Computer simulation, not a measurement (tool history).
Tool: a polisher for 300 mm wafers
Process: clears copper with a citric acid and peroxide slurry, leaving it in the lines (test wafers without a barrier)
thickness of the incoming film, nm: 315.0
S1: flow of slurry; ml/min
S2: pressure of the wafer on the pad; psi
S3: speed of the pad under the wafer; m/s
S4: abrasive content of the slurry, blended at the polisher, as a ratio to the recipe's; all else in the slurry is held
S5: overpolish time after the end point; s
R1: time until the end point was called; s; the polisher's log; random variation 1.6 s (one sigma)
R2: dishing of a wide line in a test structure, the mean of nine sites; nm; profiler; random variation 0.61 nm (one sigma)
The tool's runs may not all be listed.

{"run": 1, "hour": 0.0, "S1": 280, "S2": 4.2, "S3": 0.86, "S4": 1, "S5": 29, "R1": 122.3, "R2": 53.035}
{"run": 2, "hour": 4.0, "S1": 280, "S2": 4.2, "S3": 0.88, "S4": 1, "S5": 25, "R1": 117.75, "R2": 46.872}
{"run": 3, "hour": 12.4, "S1": 280, "S2": 4.2, "S3": 0.88, "S4": 1, "S5": 22, "R1": 114.02, "R2": 42.27}
{"run": 4, "hour": 14.0, "S1": 280, "S2": 4.2, "S3": 0.88, "S4": 1.2, "S5": 22, "R1": 111.74, "R2": 42.317}
{"run": 5, "hour": 18.5, "S1": 280, "S2": 4.2, "S3": 0.88, "S4": 1.2, "S5": 31, "R1": 113.99, "R2": 59.997}
{"run": 6, "hour": 19.1, "S1": 280, "S2": 4.1, "S3": 0.88, "S4": 1.2, "S5": 27, "R1": 118.15, "R2": 51.632}
{"run": 7, "hour": 20.5, "S1": 280, "S2": 4.1, "S3": 0.88, "S4": 1.2, "S5": 27, "R1": 115.87, "R2": 49.877}
{"run": 8, "hour": 28.1, "S1": 280, "S2": 4.1, "S3": 0.88, "S4": 1.2, "S5": 24, "R1": 113.77, "R2": 46.114}
{"run": 9, "hour": 36.4, "S1": 280, "S2": 4.1, "S3": 0.88, "S4": 1.2, "S5": 24, "R1": 114.72, "R2": 45.302}
{"run": 10, "hour": 45.1, "S1": 280, "S2": 4.1, "S3": 0.88, "S4": 1.2, "S5": 21, "R1": 115.65, "R2": 41.189}
{"run": 11, "hour": 49.7, "S1": 280, "S2": 4.1, "S3": 0.88, "S4": 1.2, "S5": 18, "R1": 116.77, "R2": 36.345}
{"hour": 52.3, "done": "worn pad replaced by a new one"}
{"run": 12, "hour": 52.3, "S1": 280, "S2": 4.1, "S3": 0.88, "S4": 1.2, "S5": 16, "R1": 105.49, "R2": 33.977}
{"run": 13, "hour": 56.5, "S1": 280, "S2": 4, "S3": 0.88, "S4": 1.2, "S5": 15, "R1": 109.56, "R2": 33.256}
{"run": 14, "hour": 58.2, "S1": 280, "S2": 3.9, "S3": 0.86, "S4": 1.2, "S5": 9, "R1": 114.39, "R2": 18.615}
{"run": 15, "hour": 59.1, "S1": 280, "S2": 3.9, "S3": 0.86, "S4": 1.2, "S5": 10, "R1": 115.61, "R2": 21.123}

The next listed run, before its measurement:
{"run": 16, "hour": 61.9, "S1": 280, "S2": 3.9, "S3": 0.86, "S4": 1.2, "S5": 11, "R1": "?", "R2": "?"}

Run 16 gave R1 113.64 s, R2 22.443 nm.
